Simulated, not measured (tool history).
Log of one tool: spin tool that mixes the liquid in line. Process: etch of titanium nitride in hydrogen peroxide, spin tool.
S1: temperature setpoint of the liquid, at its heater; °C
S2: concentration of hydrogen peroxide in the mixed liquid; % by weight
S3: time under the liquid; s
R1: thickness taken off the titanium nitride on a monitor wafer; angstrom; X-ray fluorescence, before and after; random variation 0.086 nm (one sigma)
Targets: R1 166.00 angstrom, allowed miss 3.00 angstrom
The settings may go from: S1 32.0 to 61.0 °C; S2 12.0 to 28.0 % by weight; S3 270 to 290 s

run,hour,S1,S2,S3,R1
1,0.0,45.0,19.0,270,151.71
2,2.1,45.0,19.0,290,162.83
3,6.5,42.0,19.0,290,130.12
4,9.1,42.0,17.0,290,125.74
5,13.7,42.5,17.0,290,130.27
6,18.5,43.0,17.0,290,135.76
7,25.6,43.5,17.0,290,141.37
8,26.5,44.0,17.0,290,146.80
9,30.5,45.0,17.0,290,159.24

4 next moves are on the table. One of them brings every result within its allowed miss. Which?
A,34.5,45.5,15.0,290,?
B,34.5,45.0,20.0,270,?
C,34.5,46.5,15.5,270,?
D,34.5,45.5,18.0,290,?

move,R1
A,160.44
B,152.99
C,161.98
D,166.76
A: nearer than the last run, and not there yet
B: further off than the last run
C: nearer than the last run, and not there yet
D: meets every target
The right move is D.
